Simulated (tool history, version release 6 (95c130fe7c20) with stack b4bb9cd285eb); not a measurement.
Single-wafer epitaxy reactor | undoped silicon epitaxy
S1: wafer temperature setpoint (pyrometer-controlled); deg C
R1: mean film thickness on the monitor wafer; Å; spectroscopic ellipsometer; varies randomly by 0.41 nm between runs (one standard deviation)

run 1 hour=0.0 | S1=645 deposition_time_(s)=331 | R1=558.04
run 2 hour=1.5 | S1=647 deposition_time_(s)=331 | R1=584.95
run 3 hour=8.9 | S1=649 deposition_time_(s)=331 | R1=612.07
run 4 hour=16.9 | S1=642 deposition_time_(s)=331 | R1=518.97
-- hour=21.2 pyrometer calibrated
run 5 hour=21.2 | S1=644 deposition_time_(s)=331 | R1=482.91
run 6 hour=23.2 | S1=640 deposition_time_(s)=331 | R1=436.63
run 7 hour=27.0 | S1=642 deposition_time_(s)=331 | R1=457.28
run 8 hour=35.3 | S1=644 deposition_time_(s)=331 | R1=486.17
run 9 hour=41.5 | S1=646 deposition_time_(s)=331 | R1=508.59
run 10 hour=48.4 | S1=648 deposition_time_(s)=331 | R1=532.21
run 11 hour=52.7 | S1=660 deposition_time_(s)=334 | R1=726.07

Run 12 has not been measured yet. What should we expect?
run 12 hour=56.4 | S1=661 deposition_time_(s)=334 | R1=?

{"run 12": {"R1": 740.9}}
